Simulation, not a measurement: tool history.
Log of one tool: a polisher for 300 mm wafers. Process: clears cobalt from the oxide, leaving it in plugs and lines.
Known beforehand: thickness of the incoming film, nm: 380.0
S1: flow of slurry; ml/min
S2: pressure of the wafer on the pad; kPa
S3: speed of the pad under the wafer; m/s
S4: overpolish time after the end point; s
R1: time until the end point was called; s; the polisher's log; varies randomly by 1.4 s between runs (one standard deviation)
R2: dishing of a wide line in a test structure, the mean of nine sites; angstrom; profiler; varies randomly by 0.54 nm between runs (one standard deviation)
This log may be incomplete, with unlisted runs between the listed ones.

| run | hour | S1 | S2 | S3 | S4 | R1 | R2 |
|---|---|---|---|---|---|---|---|
| 1 | 0 | 160 | 13.1 | 0.92 | 25 | 78.779 | 406.32 |
| 2 | 2.5 | 160 | 12.4 | 0.92 | 25 | 83.341 | 411.68 |
| 3 | 5.1 | 160 | 12.4 | 0.92 | 21 | 80.794 | 383.42 |
| 4 | 7.3 | 160 | 12.4 | 0.8 | 21 | 93.679 | 377.2 |
| 5 | 14.2 | 160 | 12.4 | 0.8 | 29 | 95.346 | 409.95 |
| 6 | 16.3 | 160 | 11.7 | 0.8 | 28 | 96.276 | 403.92 |
| 7 | 23.5 | 160 | 11 | 0.8 | 28 | 102.67 | 410.35 |

Run 8 comes next. What will it give?
| 8 | 26 | 160 | 10.3 | 0.8 | 27 | ? | ? |

Logged for run 8: R1 105.85 s, R2 386.24 angstrom.

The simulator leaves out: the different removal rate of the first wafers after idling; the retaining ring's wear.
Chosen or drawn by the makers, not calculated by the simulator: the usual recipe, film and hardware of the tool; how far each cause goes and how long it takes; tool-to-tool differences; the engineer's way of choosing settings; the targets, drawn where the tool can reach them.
